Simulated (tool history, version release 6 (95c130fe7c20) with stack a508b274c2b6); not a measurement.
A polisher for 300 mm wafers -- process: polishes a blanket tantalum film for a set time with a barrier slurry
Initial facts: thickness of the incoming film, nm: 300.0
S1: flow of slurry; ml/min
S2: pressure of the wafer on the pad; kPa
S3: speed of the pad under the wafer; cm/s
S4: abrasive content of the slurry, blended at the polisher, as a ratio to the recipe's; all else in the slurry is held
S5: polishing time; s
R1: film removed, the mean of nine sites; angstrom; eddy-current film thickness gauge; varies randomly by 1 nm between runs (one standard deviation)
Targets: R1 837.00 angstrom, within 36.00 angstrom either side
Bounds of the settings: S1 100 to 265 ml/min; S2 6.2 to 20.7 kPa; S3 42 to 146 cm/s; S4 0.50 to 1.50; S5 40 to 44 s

{"run": 1, "day": 0.0, "S1": 170, "S2": 13.1, "S3": 94, "S4": 1.0, "S5": 44, "R1": 672.05}
{"run": 2, "day": 0.221, "S1": 170, "S2": 13.1, "S3": 94, "S4": 0.85, "S5": 44, "R1": 626.87}
{"run": 3, "day": 0.404, "S1": 170, "S2": 13.1, "S3": 84, "S4": 0.85, "S5": 44, "R1": 567.58}
{"run": 4, "day": 0.754, "S1": 170, "S2": 13.8, "S3": 84, "S4": 0.85, "S5": 44, "R1": 618.05}
{"run": 5, "day": 1.062, "S1": 175, "S2": 15.9, "S3": 84, "S4": 0.85, "S5": 44, "R1": 694.01}
{"run": 6, "day": 1.25, "S1": 175, "S2": 14.5, "S3": 84, "S4": 0.85, "S5": 44, "R1": 636.33}
{"run": 7, "day": 1.538, "S1": 175, "S2": 15.2, "S3": 84, "S4": 0.85, "S5": 44, "R1": 669.08}
{"run": 8, "day": 1.617, "S1": 175, "S2": 17.2, "S3": 84, "S4": 0.85, "S5": 44, "R1": 745.21}
{"run": 9, "day": 1.85, "S1": 180, "S2": 17.9, "S3": 84, "S4": 0.85, "S5": 44, "R1": 787.21}

Which single option among these 5 for the next run brings every result within its allowed miss of target? Just one does.
{"run": "A", "day": 2.083, "S1": 180, "S2": 17.9, "S3": 88, "S4": 0.8, "S5": 41, "R1": "?"}
{"run": "B", "day": 2.083, "S1": 200, "S2": 17.2, "S3": 90, "S4": 0.9, "S5": 40, "R1": "?"}
{"run": "C", "day": 2.083, "S1": 195, "S2": 17.2, "S3": 94, "S4": 0.95, "S5": 42, "R1": "?"}
{"run": "D", "day": 2.083, "S1": 175, "S2": 18.6, "S3": 84, "S4": 0.75, "S5": 43, "R1": "?"}
{"run": "E", "day": 2.083, "S1": 115, "S2": 15.2, "S3": 118, "S4": 0.5, "S5": 44, "R1": "?"}

move=A R1=743.59
move=B R1=749.07
move=C R1=829.71
move=D R1=755.57
move=E R1=710.52
A: the biggest miss grows against the last run
B: the biggest miss grows against the last run
C: all results in spec
D: the biggest miss grows against the last run
E: the biggest miss grows against the last run
Move C is the one to make.
